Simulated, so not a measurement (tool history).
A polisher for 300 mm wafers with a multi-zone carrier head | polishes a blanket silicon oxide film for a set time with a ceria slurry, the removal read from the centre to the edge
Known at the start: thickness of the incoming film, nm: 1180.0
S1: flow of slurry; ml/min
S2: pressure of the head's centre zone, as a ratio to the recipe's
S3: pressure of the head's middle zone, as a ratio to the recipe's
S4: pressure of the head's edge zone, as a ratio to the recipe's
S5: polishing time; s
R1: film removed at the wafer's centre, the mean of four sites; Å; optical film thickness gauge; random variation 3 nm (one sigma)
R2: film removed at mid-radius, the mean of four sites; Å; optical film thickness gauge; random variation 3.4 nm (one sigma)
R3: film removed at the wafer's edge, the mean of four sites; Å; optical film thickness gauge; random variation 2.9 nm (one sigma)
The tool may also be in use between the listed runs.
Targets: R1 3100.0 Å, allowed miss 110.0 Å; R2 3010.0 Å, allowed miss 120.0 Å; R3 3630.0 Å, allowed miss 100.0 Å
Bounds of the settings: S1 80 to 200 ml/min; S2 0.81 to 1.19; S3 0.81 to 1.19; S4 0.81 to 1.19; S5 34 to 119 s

run,hour,S1,S2,S3,S4,S5,R1,R2,R3
1,0.0,130,1.00,1.00,1.00,76,3110.6,3132.6,3196.7
2,0.7,135,0.99,0.97,1.05,77,3188.1,3195.6,3334.0
3,5.6,135,0.99,0.97,1.05,90,3690.1,3692.7,3954.8
4,9.4,135,0.91,0.97,1.05,90,3392.6,3668.4,3897.0
5,15.7,125,0.91,0.93,1.04,90,3326.9,3567.5,3825.6
6,23.2,125,0.91,0.93,0.97,90,3337.5,3472.4,3719.4
7,24.2,115,0.92,0.90,1.00,89,3283.6,3376.3,3771.4
8,28.0,110,0.92,0.87,0.99,88,3221.2,3212.2,3635.1

4 next moves are on the table. One of them brings every result within its allowed miss. Which?
A,31.8,85,0.93,1.05,1.01,89,?,?,?
B,31.8,110,1.02,0.89,1.02,84,?,?,?
C,31.8,120,1.00,0.95,0.99,85,?,?,?
D,31.8,95,0.89,0.81,0.98,90,?,?,?

move,R1,R2,R3
A,3126.1,3548.6,3584.2
B,3404.1,3045.7,3511.2
C,3433.3,3301.1,3534.1
D,3087.7,2948.5,3631.3
A: further off than the last run
B: brings the result that was furthest off to its target, and leaves another outside
C: further off than the last run
D: meets every target
Answer: D
